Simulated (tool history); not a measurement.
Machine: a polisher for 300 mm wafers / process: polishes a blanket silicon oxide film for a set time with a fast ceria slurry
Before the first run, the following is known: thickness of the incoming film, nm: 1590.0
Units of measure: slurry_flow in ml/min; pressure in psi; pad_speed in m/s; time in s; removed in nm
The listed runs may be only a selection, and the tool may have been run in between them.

Run 1, hour 0: slurry_flow 175 ml/min, pressure 2.4 psi, pad_speed 1 m/s, time 58 s. Result: removed 786.58 nm.
Run 2, hour 3.1: slurry_flow 165 ml/min, pressure 2.1 psi, pad_speed 1 m/s, time 58 s. Result: removed 701.66 nm.
Run 3, hour 4: slurry_flow 200 ml/min, pressure 2.1 psi, pad_speed 1 m/s, time 58 s. Result: removed 727.72 nm.
Run 4, hour 7.4: slurry_flow 235 ml/min, pressure 2.1 psi, pad_speed 1 m/s, time 58 s. Result: removed 744.48 nm.
Run 5, hour 14.2: slurry_flow 235 ml/min, pressure 2.1 psi, pad_speed 0.84 m/s, time 58 s. Result: removed 669.1 nm.
Run 6, hour 16.4: slurry_flow 235 ml/min, pressure 2.1 psi, pad_speed 1.02 m/s, time 58 s. Result: removed 745.71 nm.
Run 7, hour 23: slurry_flow 225 ml/min, pressure 1.8 psi, pad_speed 0.98 m/s, time 58 s. Result: removed 640.44 nm.

Forecast run 8:
Run 8, hour 24.1: slurry_flow 210 ml/min, pressure 1.6 psi, pad_speed 0.98 m/s, time 58 s. Result: removed ?.

removed: 572.47 nm

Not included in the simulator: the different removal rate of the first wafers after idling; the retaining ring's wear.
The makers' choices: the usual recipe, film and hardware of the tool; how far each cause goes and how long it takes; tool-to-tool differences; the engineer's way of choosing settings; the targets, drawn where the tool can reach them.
